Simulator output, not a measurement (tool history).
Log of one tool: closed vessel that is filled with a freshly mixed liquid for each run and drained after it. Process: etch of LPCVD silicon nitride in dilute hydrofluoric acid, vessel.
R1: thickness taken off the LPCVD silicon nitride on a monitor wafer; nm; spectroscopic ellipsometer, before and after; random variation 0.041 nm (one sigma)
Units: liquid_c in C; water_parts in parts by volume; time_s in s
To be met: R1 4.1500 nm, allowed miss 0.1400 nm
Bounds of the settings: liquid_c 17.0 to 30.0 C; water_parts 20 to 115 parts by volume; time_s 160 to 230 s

{"run": 1, "hour": 0.0, "liquid_c": 22.0, "water_parts": 65, "time_s": 230, "R1": 1.5937}
{"run": 2, "hour": 7.4, "liquid_c": 23.0, "water_parts": 60, "time_s": 230, "R1": 1.8417}
{"run": 3, "hour": 14.4, "liquid_c": 23.0, "water_parts": 60, "time_s": 230, "R1": 1.8327}
{"run": 4, "hour": 16.2, "liquid_c": 23.0, "water_parts": 60, "time_s": 160, "R1": 1.2926}
{"run": 5, "hour": 20.3, "liquid_c": 23.0, "water_parts": 75, "time_s": 160, "R1": 1.0278}
{"run": 6, "hour": 24.4, "liquid_c": 23.0, "water_parts": 75, "time_s": 160, "R1": 1.0}
{"run": 7, "hour": 33.0, "liquid_c": 23.5, "water_parts": 70, "time_s": 160, "R1": 1.1321}
{"run": 8, "hour": 38.9, "liquid_c": 23.5, "water_parts": 65, "time_s": 165, "R1": 1.2739}
{"run": 9, "hour": 41.9, "liquid_c": 24.0, "water_parts": 60, "time_s": 175, "R1": 1.5117}
{"run": 10, "hour": 44.9, "liquid_c": 24.5, "water_parts": 55, "time_s": 175, "R1": 1.68}
{"run": 11, "hour": 48.9, "liquid_c": 25.0, "water_parts": 50, "time_s": 180, "R1": 1.9628}
{"run": 12, "hour": 53.2, "liquid_c": 25.5, "water_parts": 45, "time_s": 180, "R1": 2.2823}
{"run": 13, "hour": 62.0, "liquid_c": 26.0, "water_parts": 40, "time_s": 180, "R1": 2.631}
{"run": 14, "hour": 67.4, "liquid_c": 26.5, "water_parts": 40, "time_s": 180, "R1": 2.73}
{"run": 15, "hour": 70.1, "liquid_c": 27.0, "water_parts": 40, "time_s": 180, "R1": 2.7838}
{"run": 16, "hour": 73.5, "liquid_c": 30.0, "water_parts": 25, "time_s": 185, "R1": 5.5801}
{"run": 17, "hour": 77.1, "liquid_c": 29.5, "water_parts": 25, "time_s": 185, "R1": 5.3894}

4 next moves are on the table. One of them brings every result within its allowed miss. Which?
{"run": "A", "hour": 80.7, "liquid_c": 29.5, "water_parts": 20, "time_s": 205, "R1": "?"}
{"run": "B", "hour": 80.7, "liquid_c": 27.5, "water_parts": 30, "time_s": 180, "R1": "?"}
{"run": "C", "hour": 80.7, "liquid_c": 27.0, "water_parts": 25, "time_s": 170, "R1": "?"}
{"run": "D", "hour": 80.7, "liquid_c": 28.0, "water_parts": 25, "time_s": 170, "R1": "?"}

move=A R1=7.2439
move=B R1=3.7690
move=C R1=4.1068
move=D R1=4.3899
A: further off than the last run
B: takes the result that was furthest off past its target
C: meets every target
D: nearer than the last run, and not there yet
Answer: C
